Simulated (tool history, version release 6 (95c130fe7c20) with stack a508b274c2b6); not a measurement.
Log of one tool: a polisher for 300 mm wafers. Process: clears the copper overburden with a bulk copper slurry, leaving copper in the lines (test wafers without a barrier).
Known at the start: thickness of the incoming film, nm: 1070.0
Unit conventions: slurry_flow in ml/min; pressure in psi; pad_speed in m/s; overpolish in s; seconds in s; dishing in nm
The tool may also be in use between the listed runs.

| run | day | slurry_flow | pressure | pad_speed | slurry_solids | overpolish | seconds | dishing |
|---|---|---|---|---|---|---|---|---|
| 1 | 0 | 175 | 2.5 | 1.12 | 1 | 17 | 145.47 | 72.842 |
| 2 | 0.375 | 175 | 2.3 | 1.1 | 1 | 19 | 157.94 | 73.723 |
| 3 | 0.621 | 210 | 2.3 | 1.1 | 1 | 19 | 157.56 | 73.568 |
| 4 | 0.688 | 210 | 2.3 | 1.1 | 1 | 15 | 161.24 | 64.505 |
| 5 | 0.792 | 210 | 2.3 | 1.1 | 1.2 | 15 | 157.55 | 64.625 |
| 6 | 0.829 | 210 | 2.2 | 1.08 | 1.2 | 17 | 161.09 | 66.506 |

Predict the results of run 7:
| 7 | 0.904 | 210 | 2.1 | 1.06 | 1.15 | 19 | ? | ? |

{"run 7": {"seconds": 171.23, "dishing": 68.318}}

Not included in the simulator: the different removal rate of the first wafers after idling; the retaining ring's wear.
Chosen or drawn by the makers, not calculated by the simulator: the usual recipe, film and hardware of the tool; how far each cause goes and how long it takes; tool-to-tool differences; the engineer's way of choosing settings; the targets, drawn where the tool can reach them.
